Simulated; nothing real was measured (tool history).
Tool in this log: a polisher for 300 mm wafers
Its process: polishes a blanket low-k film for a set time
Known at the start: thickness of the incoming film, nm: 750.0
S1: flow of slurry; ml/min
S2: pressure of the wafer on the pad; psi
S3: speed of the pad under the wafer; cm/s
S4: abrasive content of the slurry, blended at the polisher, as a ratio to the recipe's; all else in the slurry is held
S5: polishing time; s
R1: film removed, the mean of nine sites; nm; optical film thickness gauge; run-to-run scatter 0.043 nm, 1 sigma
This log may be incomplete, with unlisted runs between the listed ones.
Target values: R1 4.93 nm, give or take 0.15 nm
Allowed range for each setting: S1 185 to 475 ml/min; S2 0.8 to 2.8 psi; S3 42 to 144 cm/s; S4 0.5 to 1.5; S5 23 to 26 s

run	day	S1	S2	S3	S4	S5	R1
1	0	305	1.8	92	1	26	7.9279
2	0.133	305	1.6	92	1	26	7.017
3	0.358	305	1.6	92	1	26	6.9881
4	0.633	305	1.5	92	1	26	6.5317
5	0.721	305	1.4	92	1	26	6.1126
6	0.933	240	1.4	92	1	26	6.0864
7	1.079	240	1.3	92	1	26	5.5709
8	1.333	240	1.1	92	1	26	4.8334

Of the 5 settings listed for the next run, only one would bring every result within its allowed miss of target. Which one?
A	1.588	240	1.2	82	0.95	25	?
B	1.588	270	1.2	84	0.9	26	?
C	1.588	275	1	94	1	26	?
D	1.588	260	1	94	1.05	26	?
E	1.588	225	1.2	98	1	24	?

move	R1
A	4.4127
B	4.6324
C	4.4722
D	4.5369
E	4.9526
A: the biggest miss grows against the last run
B: the biggest miss grows against the last run
C: the biggest miss grows against the last run
D: the biggest miss grows against the last run
E: hits every target within its allowed miss
Move E is the one to make.

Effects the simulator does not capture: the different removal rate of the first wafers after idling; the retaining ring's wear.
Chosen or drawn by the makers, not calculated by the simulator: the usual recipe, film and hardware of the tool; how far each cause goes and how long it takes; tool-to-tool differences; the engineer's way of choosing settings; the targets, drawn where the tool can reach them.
